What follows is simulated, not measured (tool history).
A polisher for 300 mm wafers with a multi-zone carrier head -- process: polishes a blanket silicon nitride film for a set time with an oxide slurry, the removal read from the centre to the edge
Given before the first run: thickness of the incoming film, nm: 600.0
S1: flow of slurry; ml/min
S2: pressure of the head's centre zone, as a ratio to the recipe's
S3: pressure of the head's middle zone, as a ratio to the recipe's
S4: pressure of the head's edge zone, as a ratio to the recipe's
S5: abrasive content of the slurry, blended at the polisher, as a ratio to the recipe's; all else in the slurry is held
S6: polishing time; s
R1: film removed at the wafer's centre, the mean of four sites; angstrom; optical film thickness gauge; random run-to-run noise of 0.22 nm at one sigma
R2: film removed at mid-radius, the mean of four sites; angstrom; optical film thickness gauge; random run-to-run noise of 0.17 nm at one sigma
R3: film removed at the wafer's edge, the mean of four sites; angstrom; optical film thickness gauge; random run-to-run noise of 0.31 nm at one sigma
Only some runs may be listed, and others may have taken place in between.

{"run": 1, "hour": 0.0, "S1": 140, "S2": 1, "S3": 1, "S4": 1, "S5": 1, "S6": 52, "R1": 235.08, "R2": 234.86, "R3": 235.73}
{"run": 2, "hour": 8.5, "S1": 115, "S2": 1, "S3": 1, "S4": 1, "S5": 1, "S6": 52, "R1": 226.15, "R2": 222.84, "R3": 222.22}
{"run": 3, "hour": 13.0, "S1": 115, "S2": 1, "S3": 1, "S4": 1, "S5": 0.9, "S6": 52, "R1": 219.83, "R2": 218.32, "R3": 215.66}
{"run": 4, "hour": 15.0, "S1": 145, "S2": 1, "S3": 1, "S4": 1, "S5": 0.9, "S6": 52, "R1": 229.89, "R2": 229.36, "R3": 225.12}
{"run": 5, "hour": 20.4, "S1": 140, "S2": 0.98, "S3": 0.99, "S4": 1.01, "S5": 0.9, "S6": 52, "R1": 221.16, "R2": 226.76, "R3": 224.61}
{"run": 6, "hour": 28.6, "S1": 140, "S2": 0.98, "S3": 0.99, "S4": 1.01, "S5": 0.7, "S6": 52, "R1": 201.23, "R2": 211.5, "R3": 205.11}

The next listed run, before its measurement:
{"run": 7, "hour": 29.3, "S1": 140, "S2": 0.97, "S3": 0.98, "S4": 1.02, "S5": 0.7, "S6": 52, "R1": "?", "R2": "?", "R3": "?"}

Run 7 gave R1 206.53 angstrom, R2 203.54 angstrom, R3 207.84 angstrom.
